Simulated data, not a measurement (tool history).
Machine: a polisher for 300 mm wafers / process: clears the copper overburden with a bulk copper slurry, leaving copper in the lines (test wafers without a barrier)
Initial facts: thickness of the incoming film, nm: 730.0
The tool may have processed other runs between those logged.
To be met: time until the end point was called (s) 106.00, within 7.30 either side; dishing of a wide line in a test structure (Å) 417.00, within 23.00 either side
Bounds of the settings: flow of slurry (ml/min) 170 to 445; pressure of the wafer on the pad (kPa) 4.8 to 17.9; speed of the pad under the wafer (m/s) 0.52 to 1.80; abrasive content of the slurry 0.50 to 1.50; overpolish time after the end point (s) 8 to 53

run,hour,flow of slurry (ml/min),pressure of the wafer on the pad (kPa),speed of the pad under the wafer (m/s),abrasive content of the slurry,overpolish time after the end point (s),time until the end point was called (s),dishing of a wide line in a test structure (Å)
1,0.0,285,11.0,1.16,1.00,27,136.93,631.30
2,5.2,285,12.4,1.16,1.00,27,122.57,650.18
3,11.9,285,12.4,1.16,0.90,27,129.34,663.30
4,19.4,285,12.4,1.16,0.90,34,126.19,705.96
5,27.3,285,14.5,1.16,0.90,34,111.65,743.93
6,34.3,355,14.5,1.16,0.90,34,113.16,774.81
7,36.6,275,11.0,1.48,1.00,21,111.75,599.29
8,42.3,265,10.3,1.52,1.05,20,111.92,571.34
9,47.9,255,9.7,1.56,1.10,19,118.00,573.55
# hour 48.8: slurry blender recalibrated
10,48.8,275,9.7,1.58,1.05,18,100.66,599.50
11,49.7,275,6.2,1.80,0.80,8,128.22,303.13
12,55.2,275,7.6,1.76,0.85,10,108.31,380.26
13,61.2,275,7.6,1.76,0.85,10,113.03,394.17

5 next moves are on the table. One of them brings every result within its allowed miss. Which?
A,67.2,245,8.3,1.48,0.80,15,?,?
B,67.2,245,8.3,1.80,0.85,11,?,?
C,67.2,340,8.3,1.80,0.65,9,?,?
D,67.2,275,12.4,1.78,0.50,8,?,?
E,67.2,260,6.9,1.68,0.90,12,?,?

move,time until the end point was called (s),dishing of a wide line in a test structure (Å)
A,129.86,460.45
B,108.24,425.79
C,115.47,356.43
D,103.86,364.75
E,123.62,406.49
A: takes the result that was furthest off past its target
B: all results land within tolerance of their targets
C: lands further from the targets than the last run did
D: lands further from the targets than the last run did
E: brings the last run's worst result on target, with another outside its allowed miss
The move that meets every target is B.
